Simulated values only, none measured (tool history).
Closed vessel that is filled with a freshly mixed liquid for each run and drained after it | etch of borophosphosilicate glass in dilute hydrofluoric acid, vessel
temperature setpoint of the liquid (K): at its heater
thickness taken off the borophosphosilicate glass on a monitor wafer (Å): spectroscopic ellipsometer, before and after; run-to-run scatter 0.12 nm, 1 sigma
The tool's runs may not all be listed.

| run | hour | temperature setpoint of the liquid (K) | parts of water to one part of 49 % hydrofluoric acid (parts by volume) | time in the liquid (s) | thickness taken off the borophosphosilicate glass on a monitor wafer (Å) |
|---|---|---|---|---|---|
| 1 | 0.0 | 295.15 | 290 | 30 | 49.369 |
| 2 | 9.1 | 298.15 | 290 | 30 | 55.134 |
| 3 | 15.2 | 298.15 | 385 | 30 | 37.418 |
| 4 | 17.1 | 299.15 | 315 | 30 | 51.094 |
| 5 | 18.4 | 300.15 | 260 | 30 | 67.710 |
| 6 | 26.2 | 300.65 | 215 | 30 | 88.148 |

Forecast run 7:
| 7 | 28.3 | 301.15 | 185 | 30 | ? |

{"run 7": {"thickness taken off the borophosphosilicate glass on a monitor wafer (Å)": 105.86}}
